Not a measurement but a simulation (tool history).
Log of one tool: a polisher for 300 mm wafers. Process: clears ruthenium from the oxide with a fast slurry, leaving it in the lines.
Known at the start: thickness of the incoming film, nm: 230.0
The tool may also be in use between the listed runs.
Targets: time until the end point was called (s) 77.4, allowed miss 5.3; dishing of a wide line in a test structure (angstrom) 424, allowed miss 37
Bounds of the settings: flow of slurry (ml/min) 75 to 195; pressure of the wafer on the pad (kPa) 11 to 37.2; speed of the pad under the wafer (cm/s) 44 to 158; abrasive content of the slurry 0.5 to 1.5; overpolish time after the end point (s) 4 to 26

run  hour  flow of slurry (ml/min)  pressure of the wafer on the pad (kPa)  speed of the pad under the wafer (cm/s)  abrasive content of the slurry  overpolish time after the end point (s)  time until the end point was called (s)  dishing of a wide line in a test structure (angstrom)
  1     0                      125                                    24.1                                      100                               1                                       13                                   56.531                                                  370.3
  2   7.1                      125                                    22.8                                      100                               1                                       15                                   58.332                                                    376
  3    12                      125                                    26.9                                      100                               1                                       15                                   48.036                                                  418.6
  4  16.5                      125                                    24.1                                      100                               1                                       16                                   54.486                                                 412.96
  5  20.1                      125                                    24.1                                      118                               1                                       16                                   46.606                                                 445.17
  6  21.2                      125                                    21.4                                      116                               1                                       17                                   56.626                                                 446.78
  7  22.3                      120                                    15.2                                      114                               1                                       18                                    75.45                                                  349.8
  8  27.1                      120                                    15.2                                      114                               1                                       19                                   77.036                                                 366.87
  9  27.9                      120                                    15.2                                      114                               1                                       20                                   76.962                                                 389.84

5 next moves are on the table. One of them brings every result within its allowed miss. Which?
  A  28.7                       90                                    17.2                                      134                             0.8                                       17                                        ?                                                      ?
  B  28.7                      150                                    17.9                                      112                             0.8                                       18                                        ?                                                      ?
  C  28.7                      100                                    15.2                                      106                             1.1                                       23                                        ?                                                      ?
  D  28.7                      120                                    14.5                                       92                             1.2                                       16                                        ?                                                      ?
  E  28.7                      115                                    16.5                                      104                            0.95                                       18                                        ?                                                      ?

move  time until the end point was called (s)  dishing of a wide line in a test structure (angstrom)
   A                                   74.641                                                 344.41
   B                                   77.015                                                  351.2
   C                                   78.617                                                 413.28
   D                                   84.731                                                 297.75
   E                                   79.268                                                 343.64
A: further off than the last run
B: further off than the last run
C: meets every target
D: further off than the last run
E: further off than the last run
The right move is C.

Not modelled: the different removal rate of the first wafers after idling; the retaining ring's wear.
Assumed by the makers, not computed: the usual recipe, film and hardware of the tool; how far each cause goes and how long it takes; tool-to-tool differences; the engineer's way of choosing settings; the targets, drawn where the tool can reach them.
